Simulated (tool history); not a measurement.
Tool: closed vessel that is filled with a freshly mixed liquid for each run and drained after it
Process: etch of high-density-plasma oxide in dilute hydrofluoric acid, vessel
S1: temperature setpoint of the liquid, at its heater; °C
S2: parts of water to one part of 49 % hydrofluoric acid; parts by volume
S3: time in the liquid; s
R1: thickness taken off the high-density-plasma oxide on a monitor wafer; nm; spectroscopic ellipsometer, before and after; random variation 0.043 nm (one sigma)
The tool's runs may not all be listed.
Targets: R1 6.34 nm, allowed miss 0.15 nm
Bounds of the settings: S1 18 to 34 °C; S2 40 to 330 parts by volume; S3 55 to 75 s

| run | hour | S1 | S2 | S3 | R1 |
|---|---|---|---|---|---|
| 1 | 0 | 26 | 185 | 75 | 2.3061 |
| 2 | 1.3 | 28 | 185 | 75 | 2.4788 |
| 3 | 8 | 29 | 165 | 75 | 2.9301 |
| 4 | 14.5 | 30 | 150 | 75 | 3.4134 |
| 5 | 19.2 | 30 | 115 | 75 | 4.7041 |
|  | 21.1 | hydrofluoric acid flow meter replaced |
| 6 | 21.1 | 30.5 | 110 | 75 | 4.4427 |
| 7 | 28.1 | 30.5 | 40 | 75 | 13.417 |
| 8 | 31.1 | 31 | 50 | 75 | 10.946 |
| 9 | 32.8 | 31.5 | 55 | 75 | 9.9451 |
| 10 | 34.9 | 32 | 60 | 75 | 9.2401 |
| 11 | 41.6 | 32.5 | 65 | 75 | 8.6182 |

Which of these 5 next moves meets every target?
| A | 48.3 | 32.5 | 90 | 75 | ? |
| B | 48.3 | 33 | 75 | 60 | ? |
| C | 48.3 | 31 | 75 | 65 | ? |
| D | 48.3 | 32 | 85 | 70 | ? |
| E | 48.3 | 30.5 | 80 | 75 | ? |

| move | R1 |
|---|---|
| A | 5.9349 |
| B | 5.9411 |
| C | 5.969 |
| D | 5.8011 |
| E | 6.2882 |
A: takes the result that was furthest off past its target
B: takes the result that was furthest off past its target
C: takes the result that was furthest off past its target
D: takes the result that was furthest off past its target
E: meets every target
Answer: E
